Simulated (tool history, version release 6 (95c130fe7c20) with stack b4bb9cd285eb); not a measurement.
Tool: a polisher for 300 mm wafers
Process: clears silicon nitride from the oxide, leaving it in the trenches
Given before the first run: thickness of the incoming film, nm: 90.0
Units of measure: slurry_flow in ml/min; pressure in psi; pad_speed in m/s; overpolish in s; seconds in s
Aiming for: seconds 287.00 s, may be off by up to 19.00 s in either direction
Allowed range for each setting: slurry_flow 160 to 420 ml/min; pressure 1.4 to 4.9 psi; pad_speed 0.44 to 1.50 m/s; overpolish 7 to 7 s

run	hour	slurry_flow	pressure	pad_speed	overpolish	seconds
1	0.0	270	3.1	0.96	7	114.33
2	1.4	270	2.9	0.92	7	134.52
3	9.1	270	2.7	0.90	7	143.94
4	15.4	270	2.4	0.90	7	156.82
5	22.2	270	2.3	0.88	7	171.26
6	26.0	325	2.3	0.88	7	162.58
7	32.3	325	2.2	0.86	7	173.22
8	35.2	320	1.4	0.60	7	365.37
9	39.1	320	1.5	0.60	7	351.75
10	46.5	320	1.6	0.60	7	338.33

Which one of the following 5 next-run settings gets every result inside its allowed miss? There is exactly one.
A	53.9	295	1.4	0.54	7	?
B	53.9	350	1.6	0.54	7	?
C	53.9	290	1.9	0.58	7	?
D	53.9	310	1.5	0.44	7	?
E	53.9	330	1.4	0.66	7	?

move	seconds
A	409.32
B	358.18
C	290.25
D	455.71
E	341.16
A: moves away from the targets compared with the last run
B: moves away from the targets compared with the last run
C: every result lands within tolerance
D: moves away from the targets compared with the last run
E: moves away from the targets compared with the last run
Answer: C
